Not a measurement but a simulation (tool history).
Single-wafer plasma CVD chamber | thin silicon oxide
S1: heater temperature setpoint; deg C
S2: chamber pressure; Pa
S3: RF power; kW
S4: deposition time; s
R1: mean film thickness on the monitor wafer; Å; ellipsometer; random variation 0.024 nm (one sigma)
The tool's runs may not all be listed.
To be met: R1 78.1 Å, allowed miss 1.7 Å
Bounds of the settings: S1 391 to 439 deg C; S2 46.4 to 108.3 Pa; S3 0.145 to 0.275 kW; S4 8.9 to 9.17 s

| run | hour | S1 | S2 | S3 | S4 | R1 |
|---|---|---|---|---|---|---|
| 1 | 0 | 415 | 77.3 | 0.21 | 8.9 | 102.65 |
| 2 | 0.8 | 415 | 73.6 | 0.21 | 8.9 | 96.883 |
| 3 | 6.3 | 415 | 70.8 | 0.21 | 8.9 | 93.737 |
| 4 | 12.4 | 421 | 70.8 | 0.21 | 8.9 | 93.718 |
| 5 | 12.9 | 417 | 70.8 | 0.21 | 8.9 | 93.914 |
| 6 | 18.5 | 417 | 70.8 | 0.21 | 8.9 | 93.989 |
| 7 | 19.3 | 417 | 68.1 | 0.21 | 8.9 | 90.21 |
| 8 | 20.3 | 417 | 56.5 | 0.21 | 8.9 | 74.709 |
| 9 | 25.9 | 417 | 57.1 | 0.21 | 8.9 | 75.602 |
| 10 | 29 | 417 | 57.5 | 0.21 | 8.9 | 76.367 |

Which of these 4 next moves meets every target?
| A | 32.1 | 420 | 53.9 | 0.225 | 8.9 | ? |
| B | 32.1 | 425 | 60.3 | 0.185 | 9.17 | ? |
| C | 32.1 | 428 | 57.6 | 0.225 | 9.17 | ? |
| D | 32.1 | 412 | 53.2 | 0.245 | 8.9 | ? |

| move | R1 |
|---|---|
| A | 75.374 |
| B | 74.97 |
| C | 82.676 |
| D | 79.126 |
A: further off than the last run
B: further off than the last run
C: takes the result that was furthest off past its target
D: meets every target
Answer: D
